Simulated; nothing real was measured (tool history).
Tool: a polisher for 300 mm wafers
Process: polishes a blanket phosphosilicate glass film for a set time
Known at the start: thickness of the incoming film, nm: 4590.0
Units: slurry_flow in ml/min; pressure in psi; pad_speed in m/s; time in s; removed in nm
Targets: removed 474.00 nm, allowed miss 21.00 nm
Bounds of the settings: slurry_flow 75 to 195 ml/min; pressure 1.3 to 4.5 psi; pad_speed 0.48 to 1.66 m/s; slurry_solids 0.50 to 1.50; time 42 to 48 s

Run 1, day 0.000: slurry_flow 125 ml/min, pressure 2.9 psi, pad_speed 1.06 m/s, slurry_solids 1.00, time 48 s. Result: removed 333.53 nm.
Run 2, day 0.088: slurry_flow 125 ml/min, pressure 3.0 psi, pad_speed 1.06 m/s, slurry_solids 1.00, time 48 s. Result: removed 346.40 nm.
Run 3, day 0.250: slurry_flow 140 ml/min, pressure 3.0 psi, pad_speed 1.06 m/s, slurry_solids 1.00, time 48 s. Result: removed 362.26 nm.
Run 4, day 0.517: slurry_flow 140 ml/min, pressure 3.0 psi, pad_speed 1.06 m/s, slurry_solids 1.00, time 48 s. Result: removed 358.56 nm.
Run 5, day 0.542: slurry_flow 140 ml/min, pressure 3.0 psi, pad_speed 1.06 m/s, slurry_solids 1.10, time 48 s. Result: removed 367.20 nm.
Run 6, day 0.771: slurry_flow 110 ml/min, pressure 3.0 psi, pad_speed 1.06 m/s, slurry_solids 1.10, time 48 s. Result: removed 344.97 nm.
Run 7, day 1.138: slurry_flow 115 ml/min, pressure 3.1 psi, pad_speed 1.06 m/s, slurry_solids 1.10, time 48 s. Result: removed 367.04 nm.
Run 8, day 1.262: slurry_flow 120 ml/min, pressure 3.2 psi, pad_speed 1.06 m/s, slurry_solids 1.10, time 48 s. Result: removed 383.02 nm.
Run 9, day 1.425: slurry_flow 125 ml/min, pressure 3.2 psi, pad_speed 1.06 m/s, slurry_solids 1.10, time 48 s. Result: removed 377.08 nm.
Run 10, day 1.538: slurry_flow 125 ml/min, pressure 3.3 psi, pad_speed 1.06 m/s, slurry_solids 1.10, time 48 s. Result: removed 398.53 nm.
Run 11, day 1.817: slurry_flow 130 ml/min, pressure 3.3 psi, pad_speed 1.06 m/s, slurry_solids 1.10, time 48 s. Result: removed 393.83 nm.
Run 12, day 2.062: slurry_flow 130 ml/min, pressure 3.4 psi, pad_speed 1.06 m/s, slurry_solids 1.10, time 48 s. Result: removed 406.00 nm.
Run 13, day 2.338: slurry_flow 140 ml/min, pressure 3.6 psi, pad_speed 1.06 m/s, slurry_solids 1.10, time 48 s. Result: removed 435.26 nm.

4 next moves are on the table. One of them brings every result within its allowed miss. Which?
Run A, day 2.612: slurry_flow 135 ml/min, pressure 3.5 psi, pad_speed 1.14 m/s, slurry_solids 1.20, time 44 s. Result: removed ?.
Run B, day 2.612: slurry_flow 145 ml/min, pressure 3.7 psi, pad_speed 0.98 m/s, slurry_solids 1.00, time 48 s. Result: removed ?.
Run C, day 2.612: slurry_flow 170 ml/min, pressure 4.1 psi, pad_speed 1.02 m/s, slurry_solids 1.15, time 46 s. Result: removed ?.
Run D, day 2.612: slurry_flow 120 ml/min, pressure 3.7 psi, pad_speed 1.08 m/s, slurry_solids 1.10, time 42 s. Result: removed ?.

move  removed
   A   421.25
   B   409.42
   C   478.05
   D   384.78
A: further off than the last run
B: further off than the last run
C: meets every target
D: further off than the last run
Move C is the one to make.

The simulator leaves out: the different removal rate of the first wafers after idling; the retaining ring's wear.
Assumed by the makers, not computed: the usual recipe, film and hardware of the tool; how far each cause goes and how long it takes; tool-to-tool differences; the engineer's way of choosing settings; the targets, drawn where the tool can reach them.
